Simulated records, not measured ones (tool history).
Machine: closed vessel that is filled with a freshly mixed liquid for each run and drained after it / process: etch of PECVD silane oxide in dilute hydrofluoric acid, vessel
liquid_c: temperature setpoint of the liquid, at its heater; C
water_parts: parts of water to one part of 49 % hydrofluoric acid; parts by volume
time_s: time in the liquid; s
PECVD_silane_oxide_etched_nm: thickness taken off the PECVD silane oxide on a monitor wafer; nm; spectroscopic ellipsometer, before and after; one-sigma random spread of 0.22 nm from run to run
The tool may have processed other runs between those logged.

| run | hour | liquid_c | water_parts | time_s | PECVD_silane_oxide_etched_nm |
|---|---|---|---|---|---|
| 1 | 0.0 | 20.0 | 100 | 30 | 9.2362 |
| 2 | 4.5 | 20.0 | 75 | 30 | 12.6180 |
| 3 | 5.5 | 23.0 | 75 | 30 | 14.1880 |
| 4 | 8.3 | 20.0 | 75 | 30 | 12.6620 |
| 5 | 14.2 | 20.0 | 75 | 30 | 12.6190 |
| 6 | 22.5 | 20.0 | 75 | 30 | 12.6060 |
| 7 | 30.4 | 21.0 | 70 | 30 | 14.1830 |

Run 8, settings as shown, results not yet in. Your forecast:
| 8 | 33.1 | 21.5 | 70 | 30 | ? |

{"run 8": {"PECVD_silane_oxide_etched_nm": 14.609}}

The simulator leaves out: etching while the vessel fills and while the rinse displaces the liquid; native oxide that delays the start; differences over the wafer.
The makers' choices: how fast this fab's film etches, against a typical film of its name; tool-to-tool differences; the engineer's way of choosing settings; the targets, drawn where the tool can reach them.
